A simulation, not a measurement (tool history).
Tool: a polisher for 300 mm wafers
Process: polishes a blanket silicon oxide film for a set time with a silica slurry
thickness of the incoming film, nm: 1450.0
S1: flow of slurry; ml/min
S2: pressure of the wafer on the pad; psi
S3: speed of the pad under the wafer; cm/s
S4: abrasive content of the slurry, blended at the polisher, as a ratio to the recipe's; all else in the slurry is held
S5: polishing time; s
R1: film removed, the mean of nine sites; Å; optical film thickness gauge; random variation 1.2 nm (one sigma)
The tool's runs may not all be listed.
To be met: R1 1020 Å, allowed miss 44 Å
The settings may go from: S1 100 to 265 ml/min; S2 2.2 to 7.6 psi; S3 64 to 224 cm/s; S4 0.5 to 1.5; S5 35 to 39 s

run  hour   S1   S2   S3  S4  S5      R1
  1     0  170  4.9  144   1  39  1779.4
  2   6.8  130  4.9  144   1  39  1693.9
  3  11.2  165  4.9  144   1  39  1792.2
  4  14.6  165  4.9  144   1  35  1593.7
  5  22.4  160  4.2  142   1  35  1405.9
  6    27  155  3.7  140   1  35  1299.4
  7    31  155  3.2  138   1  35  1148.1
  8  39.2  155    3  138   1  35    1116
  9  46.8  155  2.8  138   1  35    1104

Which of these 4 next moves meets every target?
  A  54.4  125  2.3  118     1  37   ?
  B  54.4  180  2.2  148  0.85  36   ?
  C  54.4  145    3  138  1.05  38   ?
  D  54.4  150  2.5  156   0.9  36   ?

move      R1
   A  903.08
   B  921.89
   C  1242.9
   D    1030
A: takes the result that was furthest off past its target
B: takes the result that was furthest off past its target
C: further off than the last run
D: meets every target
The right move is D.
